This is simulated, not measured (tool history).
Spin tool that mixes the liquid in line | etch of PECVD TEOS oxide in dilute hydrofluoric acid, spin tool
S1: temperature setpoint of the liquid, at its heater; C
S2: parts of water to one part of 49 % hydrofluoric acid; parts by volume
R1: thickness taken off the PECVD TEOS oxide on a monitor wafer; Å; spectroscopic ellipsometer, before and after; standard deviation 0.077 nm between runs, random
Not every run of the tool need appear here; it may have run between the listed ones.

Run 1, hour 0.0: S1 24.0 C, S2 45 parts by volume, time under the liquid (s) 45. Result: R1 126.74 Å.
Run 2, hour 8.3: S1 24.0 C, S2 45 parts by volume, time under the liquid (s) 45. Result: R1 125.85 Å.
Run 3, hour 9.7: S1 24.0 C, S2 45 parts by volume, time under the liquid (s) 50. Result: R1 140.60 Å.
Run 4, hour 12.4: S1 25.0 C, S2 45 parts by volume, time under the liquid (s) 50. Result: R1 145.31 Å.
Run 5, hour 16.0: S1 25.5 C, S2 45 parts by volume, time under the liquid (s) 50. Result: R1 149.23 Å.
Run 6, hour 17.7: S1 25.5 C, S2 45 parts by volume, time under the liquid (s) 45. Result: R1 135.27 Å.

Run 7, settings as shown, results not yet in. Your forecast:
Run 7, hour 19.8: S1 26.0 C, S2 45 parts by volume, time under the liquid (s) 45. Result: R1 ?.

R1: 136.94 Å

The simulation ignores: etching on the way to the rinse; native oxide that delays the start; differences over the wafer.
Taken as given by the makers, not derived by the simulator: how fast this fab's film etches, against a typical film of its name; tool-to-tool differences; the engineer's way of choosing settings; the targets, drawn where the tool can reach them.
